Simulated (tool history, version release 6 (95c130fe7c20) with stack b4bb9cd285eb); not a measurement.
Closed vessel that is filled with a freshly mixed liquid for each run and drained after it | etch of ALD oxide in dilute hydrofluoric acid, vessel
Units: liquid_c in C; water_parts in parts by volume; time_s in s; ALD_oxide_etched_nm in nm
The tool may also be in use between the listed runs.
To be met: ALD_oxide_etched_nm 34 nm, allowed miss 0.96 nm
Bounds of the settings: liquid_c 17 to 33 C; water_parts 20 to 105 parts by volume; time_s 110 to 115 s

run,day,liquid_c,water_parts,time_s,ALD_oxide_etched_nm
1,0,25,55,110,30.352
2,0.117,25,55,115,31.259
3,0.3,25.5,55,115,32.225
4,0.342,25.5,55,115,32.114
5,0.421,25.5,40,115,44.723
6,0.633,24,40,115,42.365
7,0.992,22.5,40,115,40.286
8,1.246,21,40,115,37.696
9,1.546,20.5,40,115,36.726
10,1.829,20,40,115,35.698
11,2.2,19.5,40,115,34.82

4 next moves are on the table. One of them brings every result within its allowed miss. Which?
A,2.571,18.5,40,115,?
B,2.571,18,35,110,?
C,2.571,20,40,115,?
D,2.571,20.5,40,115,?

move,ALD_oxide_etched_nm
A,34.004
B,36.585
C,36.271
D,37.054
A: meets every target
B: further off than the last run
C: further off than the last run
D: further off than the last run
Answer: A

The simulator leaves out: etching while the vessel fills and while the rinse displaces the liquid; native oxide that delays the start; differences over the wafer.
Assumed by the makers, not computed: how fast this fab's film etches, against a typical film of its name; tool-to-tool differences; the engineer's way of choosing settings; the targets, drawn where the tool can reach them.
